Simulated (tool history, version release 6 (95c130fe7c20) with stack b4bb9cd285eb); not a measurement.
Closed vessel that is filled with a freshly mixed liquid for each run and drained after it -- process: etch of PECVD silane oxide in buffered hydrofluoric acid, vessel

| run | day | temperature setpoint of the liquid (C) | parts of 40 % ammonium fluoride to one part of 49 % hydrofluoric acid (parts by volume) | time in the liquid (s) | thickness taken off the PECVD silane oxide on a monitor wafer (nm) |
|---|---|---|---|---|---|
| 1 | 0.000 | 23 | 18 | 85 | 78.976 |
| 2 | 0.038 | 23 | 18 | 85 | 78.372 |
| 3 | 0.258 | 26 | 18 | 85 | 94.031 |
| 4 | 0.342 | 25 | 18 | 85 | 87.387 |
| 5 | 0.396 | 24 | 18 | 85 | 83.432 |
| 6 | 0.700 | 24 | 18 | 95 | 93.170 |
| 7 | 1.000 | 23 | 18 | 95 | 88.203 |
| 8 | 1.271 | 22 | 18 | 95 | 83.373 |

The next listed run, before its measurement:
| 9 | 1.504 | 21 | 18 | 95 | ? |

thickness taken off the PECVD silane oxide on a monitor wafer (nm): 79.536

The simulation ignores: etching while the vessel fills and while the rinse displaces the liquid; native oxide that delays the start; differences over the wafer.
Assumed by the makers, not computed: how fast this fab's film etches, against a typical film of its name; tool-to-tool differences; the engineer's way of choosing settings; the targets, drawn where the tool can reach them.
